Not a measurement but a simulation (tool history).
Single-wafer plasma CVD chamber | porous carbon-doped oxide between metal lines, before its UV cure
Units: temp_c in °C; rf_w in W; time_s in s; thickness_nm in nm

run,hour,temp_c,rf_w,time_s,thickness_nm
1,0.0,280,495,13.0,83.846
2,4.2,275,525,13.0,91.955
3,9.1,275,455,13.0,81.061
4,17.0,275,490,13.0,86.672
5,25.8,267,490,13.0,92.046
6,28.7,265,505,13.0,95.656

Forecast run 7:
7,30.8,263,520,13.0,?

{"run 7": {"thickness_nm": 99.426}}
